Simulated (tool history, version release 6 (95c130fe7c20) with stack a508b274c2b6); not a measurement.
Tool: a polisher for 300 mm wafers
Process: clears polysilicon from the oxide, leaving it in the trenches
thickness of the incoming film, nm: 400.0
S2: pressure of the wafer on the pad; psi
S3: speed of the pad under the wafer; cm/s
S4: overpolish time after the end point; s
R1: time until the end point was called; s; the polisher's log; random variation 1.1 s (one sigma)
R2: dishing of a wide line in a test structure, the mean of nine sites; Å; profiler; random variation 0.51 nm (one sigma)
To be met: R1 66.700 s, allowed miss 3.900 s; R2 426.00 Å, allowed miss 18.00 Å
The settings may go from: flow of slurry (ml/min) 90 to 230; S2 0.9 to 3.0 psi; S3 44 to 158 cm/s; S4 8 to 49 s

{"run": 1, "hour": 0.0, "flow of slurry (ml/min)": 150, "S2": 1.9, "S3": 100, "S4": 25, "R1": 40.11, "R2": 442.8}
{"run": 2, "hour": 5.8, "flow of slurry (ml/min)": 125, "S2": 1.9, "S3": 100, "S4": 25, "R1": 42.568, "R2": 442.94}
{"run": 3, "hour": 7.9, "flow of slurry (ml/min)": 125, "S2": 1.9, "S3": 90, "S4": 25, "R1": 46.021, "R2": 443.48}
{"run": 4, "hour": 14.8, "flow of slurry (ml/min)": 125, "S2": 1.8, "S3": 90, "S4": 23, "R1": 48.064, "R2": 436.18}
{"run": 5, "hour": 18.6, "flow of slurry (ml/min)": 125, "S2": 1.8, "S3": 110, "S4": 23, "R1": 40.015, "R2": 443.26}
{"run": 6, "hour": 23.9, "flow of slurry (ml/min)": 125, "S2": 1.8, "S3": 96, "S4": 23, "R1": 45.06, "R2": 446.64}
{"run": 7, "hour": 29.9, "flow of slurry (ml/min)": 140, "S2": 1.7, "S3": 92, "S4": 24, "R1": 49.584, "R2": 443.68}
{"run": 8, "hour": 34.4, "flow of slurry (ml/min)": 140, "S2": 1.6, "S3": 90, "S4": 22, "R1": 53.064, "R2": 433.05}
{"run": 9, "hour": 38.8, "flow of slurry (ml/min)": 140, "S2": 1.5, "S3": 90, "S4": 22, "R1": 54.376, "R2": 430.83}
{"run": 10, "hour": 47.3, "flow of slurry (ml/min)": 140, "S2": 1.4, "S3": 90, "S4": 22, "R1": 57.205, "R2": 421.67}
{"run": 11, "hour": 49.7, "flow of slurry (ml/min)": 140, "S2": 1.4, "S3": 88, "S4": 23, "R1": 58.315, "R2": 430.88}

Which of these 4 next moves meets every target?
{"run": "A", "hour": 52.1, "flow of slurry (ml/min)": 105, "S2": 0.9, "S3": 108, "S4": 24, "R1": "?", "R2": "?"}
{"run": "B", "hour": 52.1, "flow of slurry (ml/min)": 125, "S2": 1.8, "S3": 98, "S4": 28, "R1": "?", "R2": "?"}
{"run": "C", "hour": 52.1, "flow of slurry (ml/min)": 150, "S2": 1.4, "S3": 78, "S4": 27, "R1": "?", "R2": "?"}
{"run": "D", "hour": 52.1, "flow of slurry (ml/min)": 100, "S2": 1.7, "S3": 84, "S4": 20, "R1": "?", "R2": "?"}

move=A R1=73.852 R2=415.48
move=B R1=44.847 R2=442.98
move=C R1=66.219 R2=430.39
move=D R1=57.956 R2=420.10
A: takes the result that was furthest off past its target
B: further off than the last run
C: meets every target
D: as far off as the last run
The right move is C.
